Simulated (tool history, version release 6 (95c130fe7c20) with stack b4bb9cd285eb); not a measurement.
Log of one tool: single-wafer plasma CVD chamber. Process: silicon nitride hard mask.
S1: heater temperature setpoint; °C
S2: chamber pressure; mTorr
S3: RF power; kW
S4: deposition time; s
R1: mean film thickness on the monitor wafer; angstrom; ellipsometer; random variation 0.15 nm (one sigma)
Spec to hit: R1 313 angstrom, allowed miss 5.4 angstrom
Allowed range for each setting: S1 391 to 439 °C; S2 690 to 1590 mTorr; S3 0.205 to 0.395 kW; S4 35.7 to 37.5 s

run,hour,S1,S2,S3,S4,R1
1,0,415,1140,0.3,37.5,386.81
2,8,422,1140,0.3,37.5,385.69
3,11.3,422,1270,0.3,37.5,395.82
4,19.8,428,1270,0.3,37.5,397.14
5,22.4,428,1270,0.26,37.5,354.49
6,27,434,1270,0.26,37.5,349.82
7,28.5,434,1210,0.26,37.5,344.8
8,31.9,434,1160,0.26,37.5,341.31
9,36,434,1110,0.26,37.5,339.4
10,37.1,434,1060,0.26,37.5,332.96
11,42.6,434,1030,0.26,37.5,332.15
12,47.6,434,1000,0.26,37.5,329.13
13,49.2,434,830,0.255,37.5,306.64
14,52.3,434,840,0.255,37.5,305.7

Below are 4 possible settings for the next run. Only one of them brings all results inside the allowed miss of their targets. Which is it?
A,55.4,439,690,0.26,37.5,?
B,55.4,432,960,0.255,35.7,?
C,55.4,433,880,0.26,37.1,?
D,55.4,435,870,0.25,37.1,?

move,R1
A,293.76
B,303.41
C,313.04
D,300.8
A: misses by more than the last run did
B: misses by more than the last run did
C: all results in spec
D: misses by more than the last run did
Go with C: it meets all targets.
